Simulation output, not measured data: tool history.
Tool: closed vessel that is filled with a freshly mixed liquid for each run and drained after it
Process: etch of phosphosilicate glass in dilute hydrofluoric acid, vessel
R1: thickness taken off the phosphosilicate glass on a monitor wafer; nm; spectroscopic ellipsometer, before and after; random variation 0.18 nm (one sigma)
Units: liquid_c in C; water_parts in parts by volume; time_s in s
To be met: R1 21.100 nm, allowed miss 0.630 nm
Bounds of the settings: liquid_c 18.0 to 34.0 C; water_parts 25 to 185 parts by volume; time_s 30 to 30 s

Run 1, day 0.000: liquid_c 26.0 C, water_parts 105 parts by volume, time_s 30 s. Result: R1 18.473 nm.
Run 2, day 0.296: liquid_c 26.0 C, water_parts 105 parts by volume, time_s 30 s. Result: R1 18.533 nm.
Run 3, day 0.425: liquid_c 26.0 C, water_parts 90 parts by volume, time_s 30 s. Result: R1 22.023 nm.
Run 4, day 0.746: liquid_c 26.0 C, water_parts 65 parts by volume, time_s 30 s. Result: R1 31.619 nm.
Run 5, day 0.838: liquid_c 25.0 C, water_parts 65 parts by volume, time_s 30 s. Result: R1 29.978 nm.
Run 6, day 1.183: liquid_c 25.0 C, water_parts 65 parts by volume, time_s 30 s. Result: R1 30.309 nm.
Run 7, day 1.238: liquid_c 25.0 C, water_parts 65 parts by volume, time_s 30 s. Result: R1 30.556 nm.
Run 8, day 1.275: liquid_c 24.5 C, water_parts 65 parts by volume, time_s 30 s. Result: R1 29.934 nm.
Run 9, day 1.483: liquid_c 24.0 C, water_parts 65 parts by volume, time_s 30 s. Result: R1 29.440 nm.
Run 10, day 1.871: liquid_c 20.0 C, water_parts 80 parts by volume, time_s 30 s. Result: R1 19.751 nm.

Which of these 5 next moves meets every target?
Run A, day 2.258: liquid_c 21.0 C, water_parts 85 parts by volume, time_s 30 s. Result: R1 ?.
Run B, day 2.258: liquid_c 21.5 C, water_parts 85 parts by volume, time_s 30 s. Result: R1 ?.
Run C, day 2.258: liquid_c 19.5 C, water_parts 80 parts by volume, time_s 30 s. Result: R1 ?.
Run D, day 2.258: liquid_c 26.5 C, water_parts 95 parts by volume, time_s 30 s. Result: R1 ?.
Run E, day 2.258: liquid_c 23.0 C, water_parts 90 parts by volume, time_s 30 s. Result: R1 ?.

move      R1
   A  19.391
   B  19.794
   C  19.459
   D  21.392
   E  19.761
A: further off than the last run
B: as far off as the last run
C: further off than the last run
D: meets every target
E: as far off as the last run
Answer: D
